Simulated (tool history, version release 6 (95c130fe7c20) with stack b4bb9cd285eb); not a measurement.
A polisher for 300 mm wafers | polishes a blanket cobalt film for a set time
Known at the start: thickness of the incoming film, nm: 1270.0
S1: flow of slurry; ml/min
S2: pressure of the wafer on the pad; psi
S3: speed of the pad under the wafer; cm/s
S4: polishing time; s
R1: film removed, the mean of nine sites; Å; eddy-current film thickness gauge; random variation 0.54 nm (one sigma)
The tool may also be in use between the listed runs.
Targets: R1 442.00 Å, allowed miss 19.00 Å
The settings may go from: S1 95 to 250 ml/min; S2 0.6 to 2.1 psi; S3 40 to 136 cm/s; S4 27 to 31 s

run	hour	S1	S2	S3	S4	R1
1	0.0	160	1.3	88	31	848.18
2	8.8	160	1.6	88	31	1001.80
3	10.0	160	1.6	74	31	885.21
4	13.2	160	1.6	74	31	866.81
5	15.1	160	1.8	74	31	970.73
6	16.4	160	1.5	72	31	808.18
7	24.7	160	1.3	70	31	656.06
8	26.0	160	1.2	70	31	636.58
9	31.5	160	1.1	70	31	566.44
10	33.9	160	1.0	70	31	531.94
11	41.2	160	1.0	70	31	527.44
12	45.0	155	0.7	70	31	377.03
13	53.0	165	0.7	70	31	371.22
14	57.0	160	0.7	70	31	372.58
15	59.4	160	0.9	70	31	471.91

5 next moves are on the table. One of them brings every result within its allowed miss. Which?
A	61.8	165	1.0	70	29	?
B	61.8	180	0.7	100	29	?
C	61.8	160	1.2	58	28	?
D	61.8	205	0.7	88	31	?
E	61.8	155	0.7	88	30	?

move	R1
A	493.14
B	500.34
C	472.75
D	480.58
E	448.05
A: further off than the last run
B: further off than the last run
C: as far off as the last run
D: further off than the last run
E: meets every target
The right move is E.

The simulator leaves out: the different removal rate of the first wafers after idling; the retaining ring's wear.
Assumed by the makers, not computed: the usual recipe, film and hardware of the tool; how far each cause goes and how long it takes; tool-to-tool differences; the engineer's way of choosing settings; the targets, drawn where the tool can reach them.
